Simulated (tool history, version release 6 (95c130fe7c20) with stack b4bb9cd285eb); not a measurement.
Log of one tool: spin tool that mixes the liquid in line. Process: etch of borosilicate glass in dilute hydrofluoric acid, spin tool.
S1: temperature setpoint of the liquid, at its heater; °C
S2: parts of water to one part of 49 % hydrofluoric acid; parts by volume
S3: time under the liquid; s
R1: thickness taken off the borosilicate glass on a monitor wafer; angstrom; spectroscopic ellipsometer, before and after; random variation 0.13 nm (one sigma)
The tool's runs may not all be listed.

run,hour,S1,S2,S3,R1
1,0.0,22.0,75,80,275.61
2,4.6,21.5,75,80,274.16
3,12.3,21.5,55,80,382.56
4,16.6,21.0,60,80,333.70
5,17.5,20.5,60,80,330.05
6,19.8,23.0,60,80,367.15

The next listed run, before its measurement:
7,27.1,22.5,60,80,?

R1: 355.01 angstrom
